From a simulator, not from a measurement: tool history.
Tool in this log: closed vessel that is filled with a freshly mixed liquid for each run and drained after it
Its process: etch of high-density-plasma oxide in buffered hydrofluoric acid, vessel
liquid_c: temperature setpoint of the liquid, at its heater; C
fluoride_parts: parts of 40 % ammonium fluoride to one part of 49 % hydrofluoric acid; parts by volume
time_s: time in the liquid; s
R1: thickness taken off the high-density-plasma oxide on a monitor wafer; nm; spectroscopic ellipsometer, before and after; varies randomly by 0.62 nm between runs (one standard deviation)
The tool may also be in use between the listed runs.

Run 1, hour 0: liquid_c 22 C, fluoride_parts 12.5 parts by volume, time_s 100 s. Result: R1 120.85 nm.
Run 2, hour 3.3: liquid_c 21 C, fluoride_parts 13 parts by volume, time_s 100 s. Result: R1 111.31 nm.
Run 3, hour 10.6: liquid_c 23.5 C, fluoride_parts 13 parts by volume, time_s 100 s. Result: R1 128.65 nm.
Run 4, hour 13.8: liquid_c 23.5 C, fluoride_parts 13 parts by volume, time_s 110 s. Result: R1 139.88 nm.
At hour 21.2: thermometer replaced.
Run 5, hour 21.2: liquid_c 23.5 C, fluoride_parts 11.5 parts by volume, time_s 110 s. Result: R1 138.04 nm.
Run 6, hour 28: liquid_c 22 C, fluoride_parts 13.5 parts by volume, time_s 110 s. Result: R1 110.5 nm.

Run 7 comes next. What will it give?
Run 7, hour 32.4: liquid_c 21 C, fluoride_parts 13.5 parts by volume, time_s 110 s. Result: R1 ?.

Run 7 produced R1 103.71 nm.
